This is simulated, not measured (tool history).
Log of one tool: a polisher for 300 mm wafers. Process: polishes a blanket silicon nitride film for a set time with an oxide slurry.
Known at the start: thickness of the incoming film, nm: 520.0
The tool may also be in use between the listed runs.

run,hour,flow of slurry (ml/min),pressure of the wafer on the pad (psi),speed of the pad under the wafer (cm/s),abrasive content of the slurry,polishing time (s),film removed (angstrom)
1,0,200,3.9,130,1,52,364.6
2,5,250,3.9,130,1,52,372.26
3,5.6,250,3.9,130,0.85,52,342.38
4,6.3,250,3.9,130,0.85,52,340.17
5,11,250,4.1,130,0.85,52,360.59
6,17.1,250,4.3,130,0.85,52,375.11
7,19.4,250,4.4,130,0.85,52,385.93

Run 8 comes next. What will it give?
8,20.5,250,4.5,130,0.85,52,?

{"run 8": {"film removed (angstrom)": 395.55}}

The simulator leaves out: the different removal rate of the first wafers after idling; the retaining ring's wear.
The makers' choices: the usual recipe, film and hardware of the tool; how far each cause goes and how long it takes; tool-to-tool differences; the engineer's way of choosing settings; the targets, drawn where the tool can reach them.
